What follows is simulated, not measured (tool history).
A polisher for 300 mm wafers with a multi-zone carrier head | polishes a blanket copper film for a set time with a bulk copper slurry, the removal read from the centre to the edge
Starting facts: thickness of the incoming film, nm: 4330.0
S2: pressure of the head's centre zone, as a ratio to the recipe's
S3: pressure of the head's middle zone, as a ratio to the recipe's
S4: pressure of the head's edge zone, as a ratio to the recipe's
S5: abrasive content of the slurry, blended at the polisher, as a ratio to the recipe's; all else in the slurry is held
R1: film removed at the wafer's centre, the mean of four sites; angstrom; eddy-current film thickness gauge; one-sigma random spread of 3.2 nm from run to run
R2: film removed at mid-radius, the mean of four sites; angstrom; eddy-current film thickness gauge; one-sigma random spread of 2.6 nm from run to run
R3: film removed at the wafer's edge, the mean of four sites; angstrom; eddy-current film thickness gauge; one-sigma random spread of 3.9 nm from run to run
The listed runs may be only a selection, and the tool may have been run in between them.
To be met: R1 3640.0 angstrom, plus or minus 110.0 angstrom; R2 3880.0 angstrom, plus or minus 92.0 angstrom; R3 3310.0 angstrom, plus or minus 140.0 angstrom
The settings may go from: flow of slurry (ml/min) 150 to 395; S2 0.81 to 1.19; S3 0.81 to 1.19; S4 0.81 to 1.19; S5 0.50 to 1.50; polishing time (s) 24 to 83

{"run": 1, "hour": 0.0, "flow of slurry (ml/min)": 250, "S2": 1.0, "S3": 1.0, "S4": 1.0, "S5": 1.0, "polishing time (s)": 53, "R1": 4828.1, "R2": 4806.3, "R3": 4815.8}
{"run": 2, "hour": 1.7, "flow of slurry (ml/min)": 250, "S2": 1.0, "S3": 1.0, "S4": 1.0, "S5": 1.0, "polishing time (s)": 58, "R1": 5273.4, "R2": 5305.6, "R3": 5280.9}
{"run": 3, "hour": 9.4, "flow of slurry (ml/min)": 255, "S2": 1.0, "S3": 1.01, "S4": 0.97, "S5": 0.9, "polishing time (s)": 56, "R1": 4971.9, "R2": 5043.5, "R3": 4875.3}
{"run": 4, "hour": 17.0, "flow of slurry (ml/min)": 255, "S2": 1.0, "S3": 1.07, "S4": 0.97, "S5": 0.9, "polishing time (s)": 56, "R1": 4949.7, "R2": 5301.8, "R3": 4889.8}
{"run": 5, "hour": 25.8, "flow of slurry (ml/min)": 260, "S2": 1.0, "S3": 1.07, "S4": 0.95, "S5": 0.85, "polishing time (s)": 54, "R1": 4716.7, "R2": 4994.4, "R3": 4651.0}
{"run": 6, "hour": 28.5, "flow of slurry (ml/min)": 255, "S2": 1.01, "S3": 1.08, "S4": 0.93, "S5": 0.8, "polishing time (s)": 52, "R1": 4542.9, "R2": 4839.8, "R3": 4432.1}
{"run": 7, "hour": 34.8, "flow of slurry (ml/min)": 270, "S2": 1.02, "S3": 1.09, "S4": 0.91, "S5": 0.75, "polishing time (s)": 50, "R1": 4452.7, "R2": 4635.5, "R3": 4128.5}
{"run": 8, "hour": 39.6, "flow of slurry (ml/min)": 285, "S2": 1.01, "S3": 1.09, "S4": 0.9, "S5": 0.7, "polishing time (s)": 49, "R1": 4221.3, "R2": 4494.0, "R3": 4027.3}
{"run": 9, "hour": 43.3, "flow of slurry (ml/min)": 285, "S2": 1.01, "S3": 1.09, "S4": 0.89, "S5": 0.65, "polishing time (s)": 48, "R1": 4080.5, "R2": 4331.7, "R3": 3811.3}
{"run": 10, "hour": 47.8, "flow of slurry (ml/min)": 290, "S2": 1.01, "S3": 1.09, "S4": 0.88, "S5": 0.65, "polishing time (s)": 48, "R1": 4167.8, "R2": 4340.2, "R3": 3827.6}
{"run": 11, "hour": 54.1, "flow of slurry (ml/min)": 290, "S2": 1.0, "S3": 1.09, "S4": 0.87, "S5": 0.65, "polishing time (s)": 47, "R1": 3940.3, "R2": 4241.6, "R3": 3798.3}
{"run": 12, "hour": 57.7, "flow of slurry (ml/min)": 290, "S2": 1.0, "S3": 1.1, "S4": 0.86, "S5": 0.65, "polishing time (s)": 46, "R1": 3883.9, "R2": 4211.7, "R3": 3663.9}
{"run": 13, "hour": 62.3, "flow of slurry (ml/min)": 290, "S2": 1.0, "S3": 1.1, "S4": 0.85, "S5": 0.65, "polishing time (s)": 46, "R1": 3944.1, "R2": 4217.4, "R3": 3629.8}
{"run": 14, "hour": 70.8, "flow of slurry (ml/min)": 285, "S2": 1.0, "S3": 1.1, "S4": 0.84, "S5": 0.65, "polishing time (s)": 46, "R1": 3853.2, "R2": 4189.1, "R3": 3590.6}
{"run": 15, "hour": 78.2, "flow of slurry (ml/min)": 285, "S2": 1.0, "S3": 1.1, "S4": 0.84, "S5": 0.65, "polishing time (s)": 46, "R1": 3898.8, "R2": 4182.8, "R3": 3589.5}
{"run": 16, "hour": 80.6, "flow of slurry (ml/min)": 275, "S2": 1.0, "S3": 1.1, "S4": 0.84, "S5": 0.65, "polishing time (s)": 46, "R1": 3840.2, "R2": 4218.7, "R3": 3572.4}
{"run": 17, "hour": 84.1, "flow of slurry (ml/min)": 275, "S2": 1.0, "S3": 1.1, "S4": 0.84, "S5": 0.65, "polishing time (s)": 46, "R1": 3848.2, "R2": 4193.1, "R3": 3588.5}
{"run": 18, "hour": 88.2, "flow of slurry (ml/min)": 265, "S2": 1.0, "S3": 1.1, "S4": 0.84, "S5": 0.65, "polishing time (s)": 46, "R1": 3923.6, "R2": 4171.3, "R3": 3544.3}
{"run": 19, "hour": 89.1, "flow of slurry (ml/min)": 260, "S2": 0.99, "S3": 1.09, "S4": 0.84, "S5": 0.65, "polishing time (s)": 46, "R1": 3910.6, "R2": 4119.6, "R3": 3566.0}
{"run": 20, "hour": 90.6, "flow of slurry (ml/min)": 255, "S2": 0.98, "S3": 1.09, "S4": 0.84, "S5": 0.65, "polishing time (s)": 46, "R1": 3758.8, "R2": 4142.6, "R3": 3551.6}
{"run": 21, "hour": 91.8, "flow of slurry (ml/min)": 250, "S2": 0.98, "S3": 1.09, "S4": 0.84, "S5": 0.65, "polishing time (s)": 46, "R1": 3767.6, "R2": 4075.0, "R3": 3578.9}

Next run, 5 choices. One meets every target within its allowed miss, the rest don't. Which?
{"run": "A", "hour": 93.0, "flow of slurry (ml/min)": 295, "S2": 1.08, "S3": 1.18, "S4": 0.81, "S5": 0.85, "polishing time (s)": 38, "R1": "?", "R2": "?", "R3": "?"}
{"run": "B", "hour": 93.0, "flow of slurry (ml/min)": 285, "S2": 0.98, "S3": 1.05, "S4": 0.81, "S5": 0.55, "polishing time (s)": 45, "R1": "?", "R2": "?", "R3": "?"}
{"run": "C", "hour": 93.0, "flow of slurry (ml/min)": 235, "S2": 0.97, "S3": 0.93, "S4": 1.02, "S5": 0.5, "polishing time (s)": 48, "R1": "?", "R2": "?", "R3": "?"}
{"run": "D", "hour": 93.0, "flow of slurry (ml/min)": 315, "S2": 1.02, "S3": 1.17, "S4": 0.85, "S5": 0.75, "polishing time (s)": 41, "R1": "?", "R2": "?", "R3": "?"}
{"run": "E", "hour": 93.0, "flow of slurry (ml/min)": 255, "S2": 0.99, "S3": 1.17, "S4": 0.81, "S5": 0.75, "polishing time (s)": 43, "R1": "?", "R2": "?", "R3": "?"}

move=A R1=3627.9 R2=3842.8 R3=3029.2
move=B R1=3588.9 R2=3849.2 R3=3315.6
move=C R1=3655.4 R2=3637.7 R3=3809.4
move=D R1=3631.5 R2=4047.4 R3=3272.3
move=E R1=3623.1 R2=4170.5 R3=3317.6
A: brings the last run's worst result on target, with another outside its allowed miss
B: every result within its allowed miss
C: takes the result that was furthest off past its target
D: gains on the last run, yet a result remains outside its allowed miss
E: lands further from the targets than the last run did
Answer: B
